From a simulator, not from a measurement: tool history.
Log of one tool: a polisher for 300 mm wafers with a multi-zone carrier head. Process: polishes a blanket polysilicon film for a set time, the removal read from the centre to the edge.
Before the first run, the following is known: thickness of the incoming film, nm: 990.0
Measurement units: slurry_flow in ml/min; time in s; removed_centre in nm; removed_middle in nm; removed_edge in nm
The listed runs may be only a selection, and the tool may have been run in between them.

run  hour  slurry_flow  centre_zone  middle_zone  edge_zone  time  removed_centre  removed_middle  removed_edge
  1     0          250            1            1          1    30           274.6          272.84        270.86
  2   6.5          195            1            1          1    30          269.01          265.09        266.53
  3  12.3          195            1            1       1.04    30           269.8          267.04        270.74
  4  15.9          195            1            1        1.1    30          270.47          262.32         275.7
  5  21.2          205         1.01         1.01       1.04    26          237.15          228.86        235.52
  6  29.8          150         1.01         1.01       1.04    26          228.15          228.08         233.1
  7  30.7          175         1.02         1.03          1    23          206.99           208.4        199.03
  8  31.3          180         1.02         1.02       0.97    22          198.72          196.92        190.83
  9  33.9          185         1.02         1.02       0.94    21          192.16          186.87        179.84
 10  42.5          185         1.01         1.02       0.91    21          190.86          188.02        177.36
 11  45.3          180            1         1.02       0.89    20          178.07          179.01        166.24
 12  48.8          175            1         1.02       0.87    20          177.42             178        165.18
 13  56.2          170            1         1.02       0.86    20          178.22          177.16        162.72
 14  61.2          165         0.99         1.02       0.85    20          174.66          178.58        162.48
 15  68.4          165         0.99         1.01       0.84    20          174.75           174.3        161.15
 16  77.2          165         0.99         1.01       0.83    20          173.22          177.65        160.29

Run 17 is up next; what results do you expect?
 17  80.5          165         0.99            1       0.83    20               ?               ?             ?

{"run 17": {"removed_centre": 175.02, "removed_middle": 174.79, "removed_edge": 160.46}}
